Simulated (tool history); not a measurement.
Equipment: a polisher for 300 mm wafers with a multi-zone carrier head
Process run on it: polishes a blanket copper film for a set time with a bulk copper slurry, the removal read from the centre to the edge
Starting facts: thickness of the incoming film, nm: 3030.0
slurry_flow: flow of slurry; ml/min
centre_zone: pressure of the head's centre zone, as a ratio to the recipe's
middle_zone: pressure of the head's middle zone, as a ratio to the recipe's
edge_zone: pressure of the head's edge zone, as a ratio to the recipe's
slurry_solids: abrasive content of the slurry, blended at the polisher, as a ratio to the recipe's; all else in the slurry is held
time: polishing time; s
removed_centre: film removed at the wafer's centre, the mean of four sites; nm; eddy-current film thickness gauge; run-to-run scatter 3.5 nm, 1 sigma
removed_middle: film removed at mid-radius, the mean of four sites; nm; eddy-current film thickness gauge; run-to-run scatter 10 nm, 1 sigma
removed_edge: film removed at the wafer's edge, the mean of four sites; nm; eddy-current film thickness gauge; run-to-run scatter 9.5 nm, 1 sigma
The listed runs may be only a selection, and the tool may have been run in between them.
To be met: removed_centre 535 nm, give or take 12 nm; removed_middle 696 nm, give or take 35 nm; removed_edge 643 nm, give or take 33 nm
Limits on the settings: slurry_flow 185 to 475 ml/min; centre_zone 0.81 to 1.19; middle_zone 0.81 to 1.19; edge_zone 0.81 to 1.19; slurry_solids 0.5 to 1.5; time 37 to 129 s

| run | day | slurry_flow | centre_zone | middle_zone | edge_zone | slurry_solids | time | removed_centre | removed_middle | removed_edge |
|---|---|---|---|---|---|---|---|---|---|---|
| 1 | 0 | 305 | 1 | 1 | 1 | 1 | 83 | 902.48 | 930.56 | 904.23 |
| 2 | 0.329 | 370 | 1 | 1 | 1 | 1 | 83 | 927.61 | 960.26 | 919.68 |
| 3 | 0.354 | 360 | 0.97 | 1 | 0.99 | 0.9 | 80 | 847.91 | 876.62 | 883.85 |
| 4 | 0.725 | 360 | 0.97 | 1 | 0.99 | 0.9 | 101 | 1062.4 | 1115.5 | 1102.8 |
| 5 | 1.054 | 350 | 0.94 | 1.03 | 0.96 | 0.85 | 95 | 941.13 | 1059.7 | 986.15 |
| 6 | 1.292 | 335 | 0.92 | 1.04 | 0.95 | 0.8 | 90 | 846.59 | 978.79 | 907.25 |
| 7 | 1.588 | 320 | 0.9 | 1.04 | 0.94 | 0.75 | 87 | 777.2 | 953.69 | 829.53 |
| 8 | 1.742 | 260 | 0.81 | 0.94 | 1.04 | 0.5 | 69 | 469.26 | 559.62 | 620.32 |
| 9 | 1.871 | 280 | 0.82 | 0.96 | 1.04 | 0.5 | 69 | 484.06 | 579.76 | 619.56 |
| 10 | 2.096 | 295 | 0.82 | 0.98 | 1.04 | 0.5 | 69 | 488.25 | 593.18 | 618.38 |
|  | 2.438 | slurry nozzle cleaned |
| 11 | 2.438 | 305 | 0.82 | 1 | 1.04 | 0.5 | 69 | 502.09 | 628.02 | 635.28 |

5 next moves are on the table. One of them brings every result within its allowed miss. Which?
| A | 2.779 | 275 | 0.85 | 1.09 | 1.03 | 0.65 | 65 | ? | ? | ? |
| B | 2.779 | 225 | 0.81 | 1.1 | 1.02 | 0.5 | 71 | ? | ? | ? |
| C | 2.779 | 350 | 0.82 | 1.09 | 1.04 | 0.5 | 69 | ? | ? | ? |
| D | 2.779 | 355 | 0.81 | 1.19 | 1.01 | 0.5 | 70 | ? | ? | ? |
| E | 2.779 | 320 | 0.87 | 1.17 | 0.99 | 0.5 | 65 | ? | ? | ? |

| move | removed_centre | removed_middle | removed_edge |
|---|---|---|---|
| A | 540 | 706.58 | 652.2 |
| B | 496.53 | 689.51 | 632.13 |
| C | 515.98 | 698.39 | 644.05 |
| D | 518.08 | 765.12 | 643.86 |
| E | 511.63 | 693.37 | 587.98 |
A: all results in spec
B: the biggest miss grows against the last run
C: nearer than the last run, and not there yet
D: nearer than the last run, and not there yet
E: nearer than the last run, and not there yet
The move that meets every target is A.
